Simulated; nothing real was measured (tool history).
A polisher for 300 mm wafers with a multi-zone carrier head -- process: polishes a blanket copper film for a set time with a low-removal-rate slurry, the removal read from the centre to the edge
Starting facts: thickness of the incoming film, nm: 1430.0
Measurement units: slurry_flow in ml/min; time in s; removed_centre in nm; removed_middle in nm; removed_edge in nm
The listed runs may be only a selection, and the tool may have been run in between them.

Run 1, hour 0: slurry_flow 130 ml/min, centre_zone 1, middle_zone 1, edge_zone 1, slurry_solids 1, time 53 s. Result: removed_centre 135.06 nm, removed_middle 141.79 nm, removed_edge 143.98 nm.
Run 2, hour 4.2: slurry_flow 130 ml/min, centre_zone 0.96, middle_zone 1, edge_zone 1, slurry_solids 1, time 53 s. Result: removed_centre 128.65 nm, removed_middle 141.93 nm, removed_edge 140.86 nm.
Run 3, hour 10.7: slurry_flow 145 ml/min, centre_zone 0.96, middle_zone 1, edge_zone 1, slurry_solids 1, time 53 s. Result: removed_centre 130.87 nm, removed_middle 142.54 nm, removed_edge 142.23 nm.
Run 4, hour 19.4: slurry_flow 145 ml/min, centre_zone 1.04, middle_zone 1, edge_zone 1, slurry_solids 1, time 53 s. Result: removed_centre 141.79 nm, removed_middle 142.6 nm, removed_edge 144.14 nm.
Run 5, hour 26.3: slurry_flow 145 ml/min, centre_zone 1.04, middle_zone 1, edge_zone 1, slurry_solids 1, time 46 s. Result: removed_centre 123.6 nm, removed_middle 122.52 nm, removed_edge 125.09 nm.
Run 6, hour 34.5: slurry_flow 115 ml/min, centre_zone 1.04, middle_zone 1, edge_zone 1, slurry_solids 1, time 46 s. Result: removed_centre 120.28 nm, removed_middle 121.12 nm, removed_edge 120.68 nm.
Run 7, hour 38.4: slurry_flow 115 ml/min, centre_zone 1.05, middle_zone 0.98, edge_zone 0.99, slurry_solids 0.95, time 46 s. Result: removed_centre 120.41 nm, removed_middle 115.16 nm, removed_edge 118.79 nm.
Run 8, hour 42.2: slurry_flow 115 ml/min, centre_zone 1.05, middle_zone 0.97, edge_zone 0.98, slurry_solids 0.95, time 46 s. Result: removed_centre 118.72 nm, removed_middle 114.34 nm, removed_edge 121.06 nm.
Run 9, hour 45.2: slurry_flow 115 ml/min, centre_zone 1.07, middle_zone 0.97, edge_zone 0.98, slurry_solids 0.9, time 46 s. Result: removed_centre 117.75 nm, removed_middle 111.92 nm, removed_edge 119.26 nm.
Run 10, hour 48.6: slurry_flow 115 ml/min, centre_zone 1.09, middle_zone 0.97, edge_zone 0.97, slurry_solids 0.9, time 46 s. Result: removed_centre 122.32 nm, removed_middle 114.57 nm, removed_edge 119.23 nm.
Run 11, hour 52.6: slurry_flow 115 ml/min, centre_zone 1.1, middle_zone 0.96, edge_zone 0.96, slurry_solids 0.85, time 46 s. Result: removed_centre 123.24 nm, removed_middle 111.56 nm, removed_edge 113.42 nm.
At hour 54.1: slurry nozzle cleaned.
Run 12, hour 54.1: slurry_flow 115 ml/min, centre_zone 1.1, middle_zone 0.94, edge_zone 0.96, slurry_solids 0.85, time 46 s. Result: removed_centre 129.49 nm, removed_middle 116.1 nm, removed_edge 119.87 nm.
Run 13, hour 59.7: slurry_flow 110 ml/min, centre_zone 1.11, middle_zone 0.94, edge_zone 0.98, slurry_solids 0.8, time 45 s. Result: removed_centre 123.24 nm, removed_middle 109.83 nm, removed_edge 115.25 nm.
Run 14, hour 65: slurry_flow 105 ml/min, centre_zone 1.11, middle_zone 0.93, edge_zone 0.98, slurry_solids 0.8, time 45 s. Result: removed_centre 125.95 nm, removed_middle 109.87 nm, removed_edge 116.35 nm.
Run 15, hour 68.4: slurry_flow 100 ml/min, centre_zone 1.1, middle_zone 0.92, edge_zone 0.97, slurry_solids 0.8, time 44 s. Result: removed_centre 118.43 nm, removed_middle 107.13 nm, removed_edge 112.57 nm.

Run 16 has not been measured yet. What should we expect?
Run 16, hour 76.3: slurry_flow 90 ml/min, centre_zone 1.13, middle_zone 0.84, edge_zone 0.95, slurry_solids 0.7, time 44 s. Result: removed_centre ?, removed_middle ?, removed_edge ?.

Run 16 gave removed_centre 118.3 nm, removed_middle 92.693 nm, removed_edge 106.89 nm.

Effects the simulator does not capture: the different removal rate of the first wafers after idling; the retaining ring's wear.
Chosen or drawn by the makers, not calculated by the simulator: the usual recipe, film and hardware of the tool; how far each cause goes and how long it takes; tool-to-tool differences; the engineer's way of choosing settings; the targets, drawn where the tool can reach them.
